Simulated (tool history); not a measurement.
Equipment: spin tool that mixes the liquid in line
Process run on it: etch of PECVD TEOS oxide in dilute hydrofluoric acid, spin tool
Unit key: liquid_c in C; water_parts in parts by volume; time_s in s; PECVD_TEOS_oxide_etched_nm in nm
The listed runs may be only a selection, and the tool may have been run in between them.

run	hour	liquid_c	water_parts	time_s	PECVD_TEOS_oxide_etched_nm
1	0.0	25.0	280	285	8.8500
2	6.5	25.0	280	285	8.8005
3	8.2	23.5	280	285	8.3805
4	8.9	23.5	185	285	13.9320
5	12.1	21.5	190	285	12.5210
6	16.8	20.0	190	285	11.8460

Run 7 has not been measured yet. What should we expect?
7	23.3	19.0	190	285	?

Run 7 came out at PECVD_TEOS_oxide_etched_nm 11.3840 nm.

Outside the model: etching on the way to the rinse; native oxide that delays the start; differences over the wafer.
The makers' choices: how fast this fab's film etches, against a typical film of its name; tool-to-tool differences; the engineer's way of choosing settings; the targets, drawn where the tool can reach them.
